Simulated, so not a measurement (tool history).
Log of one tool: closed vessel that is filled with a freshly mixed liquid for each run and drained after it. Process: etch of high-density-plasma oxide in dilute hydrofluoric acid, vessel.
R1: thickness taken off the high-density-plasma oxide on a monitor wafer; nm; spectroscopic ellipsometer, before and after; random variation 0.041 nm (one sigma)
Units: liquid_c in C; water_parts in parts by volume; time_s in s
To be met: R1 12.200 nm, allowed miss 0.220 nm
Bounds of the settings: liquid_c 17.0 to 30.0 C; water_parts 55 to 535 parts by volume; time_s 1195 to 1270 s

run 1 day=0.000 | liquid_c=22.0 water_parts=295 time_s=1195 | R1=19.898
run 2 day=0.175 | liquid_c=20.5 water_parts=320 time_s=1195 | R1=17.006
run 3 day=0.342 | liquid_c=19.5 water_parts=335 time_s=1195 | R1=15.433
run 4 day=0.433 | liquid_c=18.5 water_parts=345 time_s=1195 | R1=14.409
run 5 day=0.671 | liquid_c=18.0 water_parts=355 time_s=1195 | R1=13.544
run 6 day=0.904 | liquid_c=18.0 water_parts=355 time_s=1195 | R1=13.469
run 7 day=1.275 | liquid_c=17.5 water_parts=360 time_s=1195 | R1=13.030
run 8 day=1.608 | liquid_c=17.5 water_parts=360 time_s=1195 | R1=13.118
run 9 day=1.817 | liquid_c=17.5 water_parts=365 time_s=1195 | R1=12.832
run 10 day=1.896 | liquid_c=17.5 water_parts=370 time_s=1195 | R1=12.638

4 next moves are on the table. One of them brings every result within its allowed miss. Which?
run A day=1.975 | liquid_c=18.0 water_parts=375 time_s=1205 | R1=?
run B day=1.975 | liquid_c=17.0 water_parts=380 time_s=1265 | R1=?
run C day=1.975 | liquid_c=17.0 water_parts=375 time_s=1195 | R1=?
run D day=1.975 | liquid_c=18.0 water_parts=390 time_s=1270 | R1=?

move=A R1=12.770
move=B R1=12.708
move=C R1=12.213
move=D R1=12.786
A: further off than the last run
B: further off than the last run
C: meets every target
D: further off than the last run
Move C is the one to make.
